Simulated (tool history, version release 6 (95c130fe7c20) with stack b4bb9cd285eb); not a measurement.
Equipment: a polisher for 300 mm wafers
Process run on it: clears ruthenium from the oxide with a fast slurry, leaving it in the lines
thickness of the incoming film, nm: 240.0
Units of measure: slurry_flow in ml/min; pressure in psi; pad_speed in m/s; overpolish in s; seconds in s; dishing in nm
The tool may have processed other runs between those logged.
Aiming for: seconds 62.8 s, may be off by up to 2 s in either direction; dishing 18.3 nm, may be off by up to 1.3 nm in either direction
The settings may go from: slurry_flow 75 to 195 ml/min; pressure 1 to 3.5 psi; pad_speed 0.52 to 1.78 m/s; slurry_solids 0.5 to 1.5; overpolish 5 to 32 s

{"run": 1, "hour": 0.0, "slurry_flow": 125, "pressure": 2.2, "pad_speed": 1.14, "slurry_solids": 1, "overpolish": 16, "seconds": 68.313, "dishing": 41.608}
{"run": 2, "hour": 8.8, "slurry_flow": 130, "pressure": 2.2, "pad_speed": 1.14, "slurry_solids": 1, "overpolish": 13, "seconds": 68.706, "dishing": 36.394}
{"run": 3, "hour": 14.3, "slurry_flow": 115, "pressure": 2.3, "pad_speed": 1.14, "slurry_solids": 1, "overpolish": 10, "seconds": 64.599, "dishing": 27.718}
{"run": 4, "hour": 23.1, "slurry_flow": 105, "pressure": 2.3, "pad_speed": 1.14, "slurry_solids": 1, "overpolish": 9, "seconds": 67.467, "dishing": 24.618}
{"run": 5, "hour": 29.2, "slurry_flow": 100, "pressure": 2.4, "pad_speed": 1.14, "slurry_solids": 1, "overpolish": 8, "seconds": 65.569, "dishing": 22.562}
{"run": 6, "hour": 34.1, "slurry_flow": 130, "pressure": 2.4, "pad_speed": 1.14, "slurry_solids": 1, "overpolish": 8, "seconds": 61.579, "dishing": 25.39}
{"run": 7, "hour": 40.8, "slurry_flow": 120, "pressure": 2.4, "pad_speed": 1.14, "slurry_solids": 1, "overpolish": 7, "seconds": 63.596, "dishing": 20.856}
{"hour": 47.3, "done": "slurry blender recalibrated"}
{"run": 8, "hour": 47.3, "slurry_flow": 120, "pressure": 2.4, "pad_speed": 1.14, "slurry_solids": 1, "overpolish": 6, "seconds": 57.012, "dishing": 19.504}
{"run": 9, "hour": 52.2, "slurry_flow": 115, "pressure": 2.4, "pad_speed": 1.14, "slurry_solids": 1, "overpolish": 6, "seconds": 58.513, "dishing": 19.94}

Next run, 5 choices. One meets every target within its allowed miss, the rest don't. Which?
{"run": "A", "hour": 57.1, "slurry_flow": 115, "pressure": 2.2, "pad_speed": 1.06, "slurry_solids": 1.15, "overpolish": 7, "seconds": "?", "dishing": "?"}
{"run": "B", "hour": 57.1, "slurry_flow": 125, "pressure": 2.4, "pad_speed": 1.16, "slurry_solids": 0.8, "overpolish": 6, "seconds": "?", "dishing": "?"}
{"run": "C", "hour": 57.1, "slurry_flow": 125, "pressure": 2.7, "pad_speed": 0.96, "slurry_solids": 1, "overpolish": 7, "seconds": "?", "dishing": "?"}
{"run": "D", "hour": 57.1, "slurry_flow": 120, "pressure": 2.3, "pad_speed": 1.02, "slurry_solids": 0.95, "overpolish": 8, "seconds": "?", "dishing": "?"}
{"run": "E", "hour": 57.1, "slurry_flow": 155, "pressure": 2.2, "pad_speed": 1.06, "slurry_solids": 1.05, "overpolish": 5, "seconds": "?", "dishing": "?"}

move=A seconds=63.215 dishing=20.79
move=B seconds=63.069 dishing=17.959
move=C seconds=59.863 dishing=21.907
move=D seconds=68.314 dishing=21.937
move=E seconds=62.291 dishing=15.233
A: brings the result that was furthest off to its target, and leaves another outside
B: all results in spec
C: further off than the last run
D: moves the result that the last run missed by most past its target, out the other side
E: brings the result that was furthest off to its target, and leaves another outside
The right move is B.
